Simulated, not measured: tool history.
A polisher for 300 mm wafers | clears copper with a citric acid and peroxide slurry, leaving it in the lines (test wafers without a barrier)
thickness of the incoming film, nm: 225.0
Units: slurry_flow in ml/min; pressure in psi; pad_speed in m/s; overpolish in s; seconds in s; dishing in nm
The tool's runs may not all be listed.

| run | hour | slurry_flow | pressure | pad_speed | slurry_solids | overpolish | seconds | dishing |
|---|---|---|---|---|---|---|---|---|
| 1 | 0 | 225 | 2.4 | 1.22 | 1 | 10 | 82.247 | 15.989 |
| 2 | 2.6 | 225 | 2.6 | 1.24 | 1 | 10 | 74.759 | 17.506 |
| 3 | 7.4 | 225 | 2.8 | 1.26 | 1 | 10 | 70.372 | 17.829 |
| 4 | 15.6 | 225 | 2.8 | 1.26 | 0.85 | 10 | 70.443 | 17.782 |
| 5 | 17.7 | 225 | 2.9 | 1.3 | 0.85 | 10 | 68.926 | 18.472 |
| 6 | 20 | 180 | 2.9 | 1.3 | 0.85 | 10 | 69.535 | 18.42 |
| 7 | 22.1 | 180 | 3.5 | 1.52 | 0.85 | 7 | 49.08 | 17.698 |
| 8 | 24.5 | 185 | 3.6 | 1.56 | 0.85 | 8 | 47.062 | 20.616 |

Forecast run 9:
| 9 | 28.6 | 185 | 3.6 | 1.58 | 0.85 | 8 | ? | ? |

seconds: 46.399 s
dishing: 21.413 nm

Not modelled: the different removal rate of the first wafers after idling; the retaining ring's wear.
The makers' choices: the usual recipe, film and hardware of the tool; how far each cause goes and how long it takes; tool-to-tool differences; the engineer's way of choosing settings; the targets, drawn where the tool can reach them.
